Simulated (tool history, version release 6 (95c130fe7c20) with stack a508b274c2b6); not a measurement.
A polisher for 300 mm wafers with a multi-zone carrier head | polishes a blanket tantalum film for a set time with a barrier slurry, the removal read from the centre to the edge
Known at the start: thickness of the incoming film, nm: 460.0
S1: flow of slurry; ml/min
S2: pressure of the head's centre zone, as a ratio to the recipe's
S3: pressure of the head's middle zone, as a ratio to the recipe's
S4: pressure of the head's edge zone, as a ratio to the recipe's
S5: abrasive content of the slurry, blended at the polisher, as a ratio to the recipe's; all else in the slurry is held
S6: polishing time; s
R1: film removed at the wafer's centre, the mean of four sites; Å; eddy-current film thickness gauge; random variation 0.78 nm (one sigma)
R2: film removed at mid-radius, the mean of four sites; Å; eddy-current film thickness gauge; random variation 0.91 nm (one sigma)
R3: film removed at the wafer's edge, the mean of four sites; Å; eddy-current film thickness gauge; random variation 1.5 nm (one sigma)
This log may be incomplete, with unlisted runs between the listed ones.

{"run": 1, "hour": 0.0, "S1": 300, "S2": 1.0, "S3": 1.0, "S4": 1.0, "S5": 1.0, "S6": 84, "R1": 1142.7, "R2": 1159.3, "R3": 1150.8}
{"run": 2, "hour": 5.0, "S1": 300, "S2": 1.0, "S3": 1.0, "S4": 1.0, "S5": 0.95, "S6": 84, "R1": 1138.3, "R2": 1135.1, "R3": 1168.9}
{"run": 3, "hour": 8.7, "S1": 295, "S2": 0.98, "S3": 1.02, "S4": 0.98, "S5": 0.95, "S6": 84, "R1": 1114.7, "R2": 1155.8, "R3": 1150.9}
{"run": 4, "hour": 15.8, "S1": 295, "S2": 0.98, "S3": 1.02, "S4": 0.98, "S5": 1.15, "S6": 84, "R1": 1195.0, "R2": 1237.1, "R3": 1195.8}
{"run": 5, "hour": 20.5, "S1": 295, "S2": 0.98, "S3": 1.02, "S4": 0.98, "S5": 1.05, "S6": 84, "R1": 1150.2, "R2": 1195.7, "R3": 1188.1}
{"run": 6, "hour": 22.2, "S1": 295, "S2": 0.98, "S3": 1.02, "S4": 0.98, "S5": 1.05, "S6": 66, "R1": 899.87, "R2": 935.89, "R3": 927.33}
{"run": 7, "hour": 24.5, "S1": 300, "S2": 0.98, "S3": 1.05, "S4": 1.0, "S5": 1.1, "S6": 66, "R1": 911.4, "R2": 981.49, "R3": 954.81}
{"run": 8, "hour": 26.1, "S1": 305, "S2": 0.98, "S3": 1.07, "S4": 1.01, "S5": 1.15, "S6": 66, "R1": 932.45, "R2": 1002.1, "R3": 995.44}
{"run": 9, "hour": 33.0, "S1": 310, "S2": 0.97, "S3": 1.09, "S4": 1.0, "S5": 1.2, "S6": 66, "R1": 937.67, "R2": 1042.0, "R3": 978.25}

Expected results for the next run?
{"run": 10, "hour": 39.8, "S1": 315, "S2": 0.97, "S3": 1.11, "S4": 1.01, "S5": 1.2, "S6": 66, "R1": "?", "R2": "?", "R3": "?"}

{"run 10": {"R1": 934.95, "R2": 1062.9, "R3": 1001.6}}
